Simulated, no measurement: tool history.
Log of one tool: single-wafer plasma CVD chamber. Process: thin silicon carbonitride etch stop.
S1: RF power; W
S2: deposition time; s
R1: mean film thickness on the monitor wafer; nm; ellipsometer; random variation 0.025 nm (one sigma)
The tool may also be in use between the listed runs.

run	hour	S1	S2	R1
1	0	160	15.6	8.6454
2	8.5	150	15.6	8.4932
3	10.7	150	16.6	8.9931
4	19.5	150	18.8	10.223
# hour 25.9: RF generator calibrated
5	25.9	160	18.8	10.629
6	30.6	155	18.8	10.472
7	31.7	150	18.8	10.409
8	38.8	145	18.8	10.349
9	47.4	140	18.8	10.218

The next listed run, before its measurement:
10	56.1	140	18.8	?

{"run 10": {"R1": 10.188}}
